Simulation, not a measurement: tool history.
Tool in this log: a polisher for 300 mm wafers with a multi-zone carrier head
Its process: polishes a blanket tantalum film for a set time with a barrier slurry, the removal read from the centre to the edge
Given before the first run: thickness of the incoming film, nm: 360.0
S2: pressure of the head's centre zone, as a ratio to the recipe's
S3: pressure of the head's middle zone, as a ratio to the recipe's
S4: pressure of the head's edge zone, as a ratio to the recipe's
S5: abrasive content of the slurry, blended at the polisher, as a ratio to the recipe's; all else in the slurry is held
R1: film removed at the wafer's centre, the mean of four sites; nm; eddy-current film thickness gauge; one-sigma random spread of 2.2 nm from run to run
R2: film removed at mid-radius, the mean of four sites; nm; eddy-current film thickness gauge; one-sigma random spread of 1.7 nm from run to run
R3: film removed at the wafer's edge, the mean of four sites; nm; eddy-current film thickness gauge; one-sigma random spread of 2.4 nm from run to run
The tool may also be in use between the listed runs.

Run 1, hour 0.0: flow of slurry (ml/min) 250, S2 1.00, S3 1.00, S4 1.00, S5 1.00, polishing time (s) 70. Result: R1 142.05 nm, R2 143.22 nm, R3 142.16 nm.
Run 2, hour 7.2: flow of slurry (ml/min) 255, S2 1.01, S3 1.03, S4 1.03, S5 1.10, polishing time (s) 71. Result: R1 148.69 nm, R2 153.53 nm, R3 152.18 nm.
Run 3, hour 8.1: flow of slurry (ml/min) 255, S2 0.96, S3 1.03, S4 1.03, S5 1.10, polishing time (s) 71. Result: R1 141.73 nm, R2 153.66 nm, R3 153.91 nm.
Run 4, hour 9.7: flow of slurry (ml/min) 265, S2 0.99, S3 1.06, S4 1.05, S5 1.20, polishing time (s) 71. Result: R1 151.60 nm, R2 161.19 nm, R3 157.43 nm.
Run 5, hour 12.6: flow of slurry (ml/min) 265, S2 0.99, S3 1.06, S4 1.05, S5 1.00, polishing time (s) 71. Result: R1 144.62 nm, R2 155.26 nm, R3 149.64 nm.
Run 6, hour 17.5: flow of slurry (ml/min) 225, S2 0.99, S3 1.06, S4 1.05, S5 1.00, polishing time (s) 71. Result: R1 140.78 nm, R2 150.47 nm, R3 147.07 nm.
Run 7, hour 25.4: flow of slurry (ml/min) 240, S2 1.00, S3 1.08, S4 1.07, S5 1.10, polishing time (s) 72. Result: R1 146.01 nm, R2 157.59 nm, R3 158.77 nm.
At hour 29.9: slurry nozzle cleaned.
Run 8, hour 29.9: flow of slurry (ml/min) 260, S2 1.02, S3 1.10, S4 1.07, S5 1.15, polishing time (s) 72. Result: R1 166.48 nm, R2 178.19 nm, R3 165.12 nm.

Expected results for the next run?
Run 9, hour 37.9: flow of slurry (ml/min) 275, S2 1.02, S3 1.11, S4 1.09, S5 1.15, polishing time (s) 72. Result: R1 ?, R2 ?, R3 ?.

R1: 168.04 nm
R2: 179.31 nm
R3: 168.74 nm

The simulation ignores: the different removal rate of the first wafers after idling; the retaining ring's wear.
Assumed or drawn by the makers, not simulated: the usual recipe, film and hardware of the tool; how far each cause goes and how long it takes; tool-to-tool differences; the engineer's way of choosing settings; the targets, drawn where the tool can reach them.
